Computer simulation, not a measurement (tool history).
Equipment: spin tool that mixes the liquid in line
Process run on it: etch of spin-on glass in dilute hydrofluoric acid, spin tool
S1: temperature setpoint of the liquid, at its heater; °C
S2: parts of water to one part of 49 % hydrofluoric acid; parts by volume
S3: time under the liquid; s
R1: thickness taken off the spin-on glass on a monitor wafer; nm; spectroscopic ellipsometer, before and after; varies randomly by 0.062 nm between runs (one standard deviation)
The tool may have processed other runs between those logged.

Run 1, hour 0: S1 24 °C, S2 215 parts by volume, S3 45 s. Result: R1 9.5442 nm.
Run 2, hour 6.4: S1 24 °C, S2 140 parts by volume, S3 45 s. Result: R1 15.866 nm.
Run 3, hour 14: S1 22 °C, S2 175 parts by volume, S3 45 s. Result: R1 11.529 nm.
Run 4, hour 17: S1 20.5 °C, S2 195 parts by volume, S3 45 s. Result: R1 9.3855 nm.
Run 5, hour 25.3: S1 20.5 °C, S2 195 parts by volume, S3 20 s. Result: R1 4.193 nm.
Run 6, hour 29.2: S1 20.5 °C, S2 230 parts by volume, S3 20 s. Result: R1 3.4412 nm.
Run 7, hour 34.6: S1 22.5 °C, S2 230 parts by volume, S3 20 s. Result: R1 3.7529 nm.

Run 8, settings as shown, results not yet in. Your forecast:
Run 8, hour 35.2: S1 25 °C, S2 230 parts by volume, S3 20 s. Result: R1 ?.

{"run 8": {"R1": 4.0407}}
